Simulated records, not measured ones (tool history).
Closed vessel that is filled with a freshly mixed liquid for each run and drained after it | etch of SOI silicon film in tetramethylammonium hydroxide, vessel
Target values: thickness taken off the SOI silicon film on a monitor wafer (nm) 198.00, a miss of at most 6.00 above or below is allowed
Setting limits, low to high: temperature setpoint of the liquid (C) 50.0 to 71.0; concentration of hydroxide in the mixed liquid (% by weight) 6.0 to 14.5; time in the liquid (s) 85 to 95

| run | hour | temperature setpoint of the liquid (C) | concentration of hydroxide in the mixed liquid (% by weight) | time in the liquid (s) | thickness taken off the SOI silicon film on a monitor wafer (nm) |
|---|---|---|---|---|---|
| 1 | 0.0 | 58.0 | 9.5 | 85 | 345.63 |
| 2 | 1.6 | 58.0 | 7.5 | 85 | 378.65 |
| 3 | 6.7 | 55.5 | 8.5 | 85 | 319.43 |
| 4 | 7.8 | 52.0 | 8.5 | 85 | 248.32 |
|  | 12.7 | thermometer replaced |
| 5 | 12.7 | 51.5 | 9.0 | 85 | 217.78 |
| 6 | 14.2 | 55.0 | 9.0 | 85 | 276.90 |
| 7 | 16.8 | 53.5 | 9.0 | 85 | 250.77 |
| 8 | 23.7 | 52.5 | 9.0 | 85 | 233.16 |
| 9 | 28.7 | 52.0 | 9.0 | 85 | 223.18 |

Exercise: of the 4 proposed moves below, exactly one satisfies all targets within the stated allowed misses. Which move is it?
| A | 33.7 | 53.5 | 8.0 | 85 | ? |
| B | 33.7 | 53.5 | 9.5 | 95 | ? |
| C | 33.7 | 50.5 | 11.5 | 85 | ? |
| D | 33.7 | 50.5 | 9.5 | 85 | ? |

| move | thickness taken off the SOI silicon film on a monitor wafer (nm) |
|---|---|
| A | 259.04 |
| B | 272.64 |
| C | 186.75 |
| D | 200.21 |
A: lands further from the targets than the last run did
B: lands further from the targets than the last run did
C: moves the result that the last run missed by most past its target, out the other side
D: all results in spec
The move that meets every target is D.
